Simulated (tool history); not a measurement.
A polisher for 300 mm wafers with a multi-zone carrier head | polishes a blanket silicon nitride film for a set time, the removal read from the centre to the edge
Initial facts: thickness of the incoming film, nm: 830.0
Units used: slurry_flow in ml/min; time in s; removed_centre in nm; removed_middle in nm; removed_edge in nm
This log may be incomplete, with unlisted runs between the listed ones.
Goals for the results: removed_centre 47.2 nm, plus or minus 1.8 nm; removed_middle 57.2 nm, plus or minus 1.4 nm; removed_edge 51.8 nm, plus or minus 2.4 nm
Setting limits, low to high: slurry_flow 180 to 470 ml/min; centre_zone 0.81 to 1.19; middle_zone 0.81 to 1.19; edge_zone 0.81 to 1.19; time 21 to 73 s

run 1 hour=0 | slurry_flow=300 centre_zone=1 middle_zone=1 edge_zone=1 time=47 | removed_centre=90.586 removed_middle=91.262 removed_edge=91.969
run 2 hour=1 | slurry_flow=300 centre_zone=1.04 middle_zone=1 edge_zone=1 time=47 | removed_centre=93.317 removed_middle=91.075 removed_edge=90.306
run 3 hour=8.7 | slurry_flow=295 centre_zone=1.02 middle_zone=1.01 edge_zone=0.99 time=44 | removed_centre=86.491 removed_middle=86.37 removed_edge=85.982
run 4 hour=15.7 | slurry_flow=285 centre_zone=1.01 middle_zone=1.02 edge_zone=0.97 time=41 | removed_centre=78.612 removed_middle=80.607 removed_edge=78.259
run 5 hour=19.5 | slurry_flow=285 centre_zone=1.01 middle_zone=0.97 edge_zone=0.97 time=41 | removed_centre=80.184 removed_middle=77.853 removed_edge=78.125
run 6 hour=21.3 | slurry_flow=285 centre_zone=1.01 middle_zone=0.97 edge_zone=0.97 time=35 | removed_centre=67.899 removed_middle=66.124 removed_edge=66.343
run 7 hour=22.4 | slurry_flow=285 centre_zone=0.99 middle_zone=0.98 edge_zone=0.96 time=34 | removed_centre=64.831 removed_middle=64.661 removed_edge=65.84
run 8 hour=23.9 | slurry_flow=280 centre_zone=0.98 middle_zone=0.99 edge_zone=0.94 time=33 | removed_centre=61.493 removed_middle=63.381 removed_edge=61.911
run 9 hour=27 | slurry_flow=280 centre_zone=0.96 middle_zone=0.99 edge_zone=0.93 time=33 | removed_centre=61.154 removed_middle=63.423 removed_edge=62.49
run 10 hour=34.7 | slurry_flow=275 centre_zone=0.95 middle_zone=1 edge_zone=0.92 time=32 | removed_centre=57.995 removed_middle=61.594 removed_edge=58.105
run 11 hour=38.3 | slurry_flow=270 centre_zone=0.93 middle_zone=1 edge_zone=0.92 time=32 | removed_centre=58.15 removed_middle=62.393 removed_edge=59.385
run 12 hour=42.5 | slurry_flow=270 centre_zone=0.92 middle_zone=1 edge_zone=0.92 time=31 | removed_centre=54.659 removed_middle=59.628 removed_edge=57.17

Next run, 5 choices. One meets every target within its allowed miss, the rest don't. Which?
run A hour=46.7 | slurry_flow=295 centre_zone=0.88 middle_zone=1.07 edge_zone=0.9 time=28 | removed_centre=? removed_middle=? removed_edge=?
run B hour=46.7 | slurry_flow=250 centre_zone=1.15 middle_zone=1.06 edge_zone=0.81 time=29 | removed_centre=? removed_middle=? removed_edge=?
run C hour=46.7 | slurry_flow=200 centre_zone=1.03 middle_zone=1.03 edge_zone=0.81 time=31 | removed_centre=? removed_middle=? removed_edge=?
run D hour=46.7 | slurry_flow=225 centre_zone=1.13 middle_zone=1.04 edge_zone=0.81 time=31 | removed_centre=? removed_middle=? removed_edge=?
run E hour=46.7 | slurry_flow=280 centre_zone=0.83 middle_zone=0.97 edge_zone=1.06 time=30 | removed_centre=? removed_middle=? removed_edge=?

move=A removed_centre=46.243 removed_middle=57.369 removed_edge=51.343
move=B removed_centre=61.525 removed_middle=57.885 removed_edge=50.099
move=C removed_centre=57.053 removed_middle=58.852 removed_edge=52.464
move=D removed_centre=63.721 removed_middle=60.196 removed_edge=53.066
move=E removed_centre=46.41 removed_middle=56.582 removed_edge=59.266
A: all results in spec
B: its largest miss is bigger than the last run's
C: its largest miss is bigger than the last run's
D: its largest miss is bigger than the last run's
E: the furthest-off result lands on target, but another misses its tolerance
So the answer is move A, the one that meets all the targets.
